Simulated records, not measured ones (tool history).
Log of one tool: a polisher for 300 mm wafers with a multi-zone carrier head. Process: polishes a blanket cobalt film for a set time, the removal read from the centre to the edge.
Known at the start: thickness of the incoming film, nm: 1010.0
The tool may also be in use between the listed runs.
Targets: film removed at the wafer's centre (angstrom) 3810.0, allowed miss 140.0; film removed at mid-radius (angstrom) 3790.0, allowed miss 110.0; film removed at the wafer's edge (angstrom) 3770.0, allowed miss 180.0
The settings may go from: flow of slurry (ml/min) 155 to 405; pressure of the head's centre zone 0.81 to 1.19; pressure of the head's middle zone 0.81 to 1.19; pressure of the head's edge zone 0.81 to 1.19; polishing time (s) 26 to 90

| run | hour | flow of slurry (ml/min) | pressure of the head's centre zone | pressure of the head's middle zone | pressure of the head's edge zone | polishing time (s) | film removed at the wafer's centre (angstrom) | film removed at mid-radius (angstrom) | film removed at the wafer's edge (angstrom) |
|---|---|---|---|---|---|---|---|---|---|
| 1 | 0.0 | 260 | 1.00 | 1.00 | 1.00 | 58 | 3032.7 | 3172.4 | 3103.9 |
| 2 | 1.8 | 260 | 1.00 | 1.07 | 1.00 | 58 | 3076.8 | 3323.8 | 3034.2 |
| 3 | 2.4 | 260 | 1.00 | 1.02 | 1.00 | 58 | 3123.0 | 3243.9 | 3084.2 |
| 4 | 6.3 | 260 | 1.00 | 1.02 | 1.00 | 63 | 3441.7 | 3543.6 | 3343.1 |
| 5 | 9.9 | 260 | 1.00 | 1.02 | 1.00 | 74 | 3932.9 | 4236.6 | 3892.0 |
| 6 | 17.1 | 205 | 1.00 | 1.02 | 1.00 | 74 | 3790.6 | 4040.4 | 3782.8 |
| 7 | 19.5 | 200 | 1.01 | 1.01 | 1.00 | 74 | 3826.8 | 4021.3 | 3713.4 |
| 8 | 26.3 | 195 | 1.01 | 0.99 | 1.01 | 74 | 3884.2 | 3915.2 | 3818.4 |

Which of these 4 next moves meets every target?
| A | 33.1 | 155 | 1.06 | 1.02 | 1.06 | 72 | ? | ? | ? |
| B | 33.1 | 215 | 1.05 | 1.08 | 0.94 | 74 | ? | ? | ? |
| C | 33.1 | 190 | 1.02 | 1.04 | 0.98 | 74 | ? | ? | ? |
| D | 33.1 | 280 | 0.97 | 1.00 | 1.03 | 69 | ? | ? | ? |

| move | film removed at the wafer's centre (angstrom) | film removed at mid-radius (angstrom) | film removed at the wafer's edge (angstrom) |
|---|---|---|---|
| A | 3710.3 | 3759.8 | 3750.8 |
| B | 3972.8 | 4216.0 | 3755.8 |
| C | 3798.0 | 4036.3 | 3788.6 |
| D | 3545.1 | 3821.1 | 3741.5 |
A: meets every target
B: further off than the last run
C: further off than the last run
D: brings the result that was furthest off to its target, and leaves another outside
Answer: A
